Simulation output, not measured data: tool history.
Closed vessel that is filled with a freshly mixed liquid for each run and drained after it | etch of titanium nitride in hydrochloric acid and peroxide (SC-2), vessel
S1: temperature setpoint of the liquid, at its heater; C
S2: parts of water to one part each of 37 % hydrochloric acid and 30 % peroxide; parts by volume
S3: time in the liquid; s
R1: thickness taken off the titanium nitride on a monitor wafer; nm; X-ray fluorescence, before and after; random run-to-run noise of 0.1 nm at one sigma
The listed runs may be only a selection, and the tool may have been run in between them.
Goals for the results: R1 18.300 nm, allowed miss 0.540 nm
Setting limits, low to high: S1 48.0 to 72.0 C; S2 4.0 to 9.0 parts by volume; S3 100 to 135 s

{"run": 1, "hour": 0.0, "S1": 64.0, "S2": 5.0, "S3": 135, "R1": 27.956}
{"run": 2, "hour": 4.4, "S1": 64.0, "S2": 4.0, "S3": 135, "R1": 32.093}
{"run": 3, "hour": 5.7, "S1": 70.0, "S2": 4.0, "S3": 135, "R1": 46.231}
{"run": 4, "hour": 8.4, "S1": 67.0, "S2": 4.0, "S3": 135, "R1": 38.961}
{"hour": 12.3, "done": "chemicals flow meter replaced"}
{"run": 5, "hour": 12.3, "S1": 64.5, "S2": 4.0, "S3": 135, "R1": 31.536}
{"run": 6, "hour": 14.2, "S1": 63.0, "S2": 4.0, "S3": 135, "R1": 28.962}
{"run": 7, "hour": 21.3, "S1": 62.0, "S2": 4.0, "S3": 135, "R1": 27.584}
{"run": 8, "hour": 23.2, "S1": 61.0, "S2": 4.0, "S3": 135, "R1": 25.71}
{"run": 9, "hour": 24.9, "S1": 60.0, "S2": 4.0, "S3": 135, "R1": 24.179}

Which single option among these 4 for the next run brings every result within its allowed miss of target? Just one does.
{"run": "A", "hour": 26.6, "S1": 57.0, "S2": 5.5, "S3": 135, "R1": "?"}
{"run": "B", "hour": 26.6, "S1": 67.5, "S2": 5.0, "S3": 135, "R1": "?"}
{"run": "C", "hour": 26.6, "S1": 58.0, "S2": 4.0, "S3": 115, "R1": "?"}
{"run": "D", "hour": 26.6, "S1": 59.0, "S2": 4.0, "S3": 120, "R1": "?"}

move=A R1=15.950
move=B R1=32.738
move=C R1=18.101
move=D R1=20.122
A: takes the result that was furthest off past its target
B: its largest miss is bigger than the last run's
C: every result lands within tolerance
D: closer than the last run, but not yet in spec
Move C is the one to make.

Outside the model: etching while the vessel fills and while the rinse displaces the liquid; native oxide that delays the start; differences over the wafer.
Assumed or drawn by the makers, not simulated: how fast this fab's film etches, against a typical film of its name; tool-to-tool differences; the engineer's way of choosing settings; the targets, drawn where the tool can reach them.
